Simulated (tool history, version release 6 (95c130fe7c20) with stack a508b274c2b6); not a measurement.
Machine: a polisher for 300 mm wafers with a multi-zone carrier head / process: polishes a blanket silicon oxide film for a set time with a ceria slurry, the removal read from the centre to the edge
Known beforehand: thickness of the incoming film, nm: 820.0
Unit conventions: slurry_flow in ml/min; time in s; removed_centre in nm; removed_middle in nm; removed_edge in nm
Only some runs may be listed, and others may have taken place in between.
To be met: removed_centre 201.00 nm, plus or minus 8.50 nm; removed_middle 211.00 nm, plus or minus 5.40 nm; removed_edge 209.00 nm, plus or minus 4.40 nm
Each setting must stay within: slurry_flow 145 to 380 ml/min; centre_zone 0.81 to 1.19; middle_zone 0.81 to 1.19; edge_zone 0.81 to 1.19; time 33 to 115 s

{"run": 1, "hour": 0.0, "slurry_flow": 245, "centre_zone": 1.0, "middle_zone": 1.0, "edge_zone": 1.0, "time": 73, "removed_centre": 240.09, "removed_middle": 243.04, "removed_edge": 240.13}
{"run": 2, "hour": 7.8, "slurry_flow": 240, "centre_zone": 0.98, "middle_zone": 0.99, "edge_zone": 0.98, "time": 73, "removed_centre": 235.18, "removed_middle": 237.31, "removed_edge": 236.02}
{"run": 3, "hour": 12.1, "slurry_flow": 240, "centre_zone": 0.98, "middle_zone": 1.07, "edge_zone": 0.98, "time": 73, "removed_centre": 235.45, "removed_middle": 252.06, "removed_edge": 236.52}
{"run": 4, "hour": 15.4, "slurry_flow": 240, "centre_zone": 0.94, "middle_zone": 1.07, "edge_zone": 0.98, "time": 73, "removed_centre": 223.19, "removed_middle": 252.16, "removed_edge": 235.69}
{"run": 5, "hour": 19.7, "slurry_flow": 230, "centre_zone": 0.93, "middle_zone": 1.05, "edge_zone": 0.96, "time": 73, "removed_centre": 221.3, "removed_middle": 249.94, "removed_edge": 234.92}
{"run": 6, "hour": 20.3, "slurry_flow": 225, "centre_zone": 0.93, "middle_zone": 1.03, "edge_zone": 0.95, "time": 72, "removed_centre": 220.21, "removed_middle": 238.16, "removed_edge": 230.41}
{"run": 7, "hour": 25.1, "slurry_flow": 220, "centre_zone": 0.92, "middle_zone": 1.02, "edge_zone": 0.94, "time": 71, "removed_centre": 212.6, "removed_middle": 233.33, "removed_edge": 224.63}
{"run": 8, "hour": 33.2, "slurry_flow": 215, "centre_zone": 0.92, "middle_zone": 1.01, "edge_zone": 0.93, "time": 71, "removed_centre": 208.49, "removed_middle": 232.4, "removed_edge": 224.88}
{"run": 9, "hour": 36.0, "slurry_flow": 215, "centre_zone": 0.92, "middle_zone": 1.0, "edge_zone": 0.92, "time": 71, "removed_centre": 211.23, "removed_middle": 234.17, "removed_edge": 220.59}
{"run": 10, "hour": 44.7, "slurry_flow": 210, "centre_zone": 0.92, "middle_zone": 0.98, "edge_zone": 0.92, "time": 71, "removed_centre": 211.29, "removed_middle": 225.63, "removed_edge": 222.49}

5 next moves are on the table. One of them brings every result within its allowed miss. Which?
{"run": "A", "hour": 53.4, "slurry_flow": 165, "centre_zone": 0.91, "middle_zone": 0.99, "edge_zone": 1.04, "time": 71, "removed_centre": "?", "removed_middle": "?", "removed_edge": "?"}
{"run": "B", "hour": 53.4, "slurry_flow": 230, "centre_zone": 0.87, "middle_zone": 0.97, "edge_zone": 0.99, "time": 70, "removed_centre": "?", "removed_middle": "?", "removed_edge": "?"}
{"run": "C", "hour": 53.4, "slurry_flow": 255, "centre_zone": 1.02, "middle_zone": 0.93, "edge_zone": 0.88, "time": 67, "removed_centre": "?", "removed_middle": "?", "removed_edge": "?"}
{"run": "D", "hour": 53.4, "slurry_flow": 170, "centre_zone": 0.99, "middle_zone": 1.04, "edge_zone": 1.0, "time": 66, "removed_centre": "?", "removed_middle": "?", "removed_edge": "?"}
{"run": "E", "hour": 53.4, "slurry_flow": 255, "centre_zone": 0.94, "middle_zone": 1.08, "edge_zone": 0.81, "time": 71, "removed_centre": "?", "removed_middle": "?", "removed_edge": "?"}

move=A removed_centre=194.87 removed_middle=218.29 removed_edge=226.24
move=B removed_centre=195.75 removed_middle=224.47 removed_edge=227.23
move=C removed_centre=223.24 removed_middle=210.79 removed_edge=208.08
move=D removed_centre=198.64 removed_middle=212.03 removed_edge=207.12
move=E removed_centre=218.09 removed_middle=250.82 removed_edge=212.13
A: misses by more than the last run did
B: misses by more than the last run did
C: brings the last run's worst result on target, with another outside its allowed miss
D: meets every target
E: brings the last run's worst result on target, with another outside its allowed miss
D is the move that brings every result within its allowed miss.

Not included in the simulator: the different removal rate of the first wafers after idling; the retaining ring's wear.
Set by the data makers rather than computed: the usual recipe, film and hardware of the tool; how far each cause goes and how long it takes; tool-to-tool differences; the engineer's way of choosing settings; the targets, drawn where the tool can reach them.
